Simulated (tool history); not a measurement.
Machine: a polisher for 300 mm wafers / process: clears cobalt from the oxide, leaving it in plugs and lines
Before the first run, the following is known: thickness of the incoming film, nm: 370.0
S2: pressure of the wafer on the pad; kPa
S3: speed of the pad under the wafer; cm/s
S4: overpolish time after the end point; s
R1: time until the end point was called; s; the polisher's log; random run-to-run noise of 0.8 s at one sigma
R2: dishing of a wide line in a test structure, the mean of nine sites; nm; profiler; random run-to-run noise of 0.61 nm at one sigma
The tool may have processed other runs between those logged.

{"run": 1, "hour": 0.0, "flow of slurry (ml/min)": 200, "S2": 16.5, "S3": 86, "S4": 12, "R1": 71.922, "R2": 42.631}
{"run": 2, "hour": 6.6, "flow of slurry (ml/min)": 235, "S2": 16.5, "S3": 86, "S4": 12, "R1": 68.29, "R2": 42.687}
{"run": 3, "hour": 8.6, "flow of slurry (ml/min)": 235, "S2": 16.5, "S3": 86, "S4": 8, "R1": 68.241, "R2": 31.742}
{"run": 4, "hour": 15.2, "flow of slurry (ml/min)": 235, "S2": 19.3, "S3": 86, "S4": 8, "R1": 59.265, "R2": 35.676}
{"run": 5, "hour": 17.2, "flow of slurry (ml/min)": 240, "S2": 20, "S3": 86, "S4": 8, "R1": 57.521, "R2": 36.173}
{"run": 6, "hour": 20.2, "flow of slurry (ml/min)": 240, "S2": 17.2, "S3": 86, "S4": 8, "R1": 66.667, "R2": 31.924}

Expected results for the next run?
{"hour": 26.7, "done": "slurry nozzle cleaned"}
{"run": 7, "hour": 26.7, "flow of slurry (ml/min)": 245, "S2": 18.6, "S3": 86, "S4": 8, "R1": "?", "R2": "?"}

{"run 7": {"R1": 57.885, "R2": 37.062}}
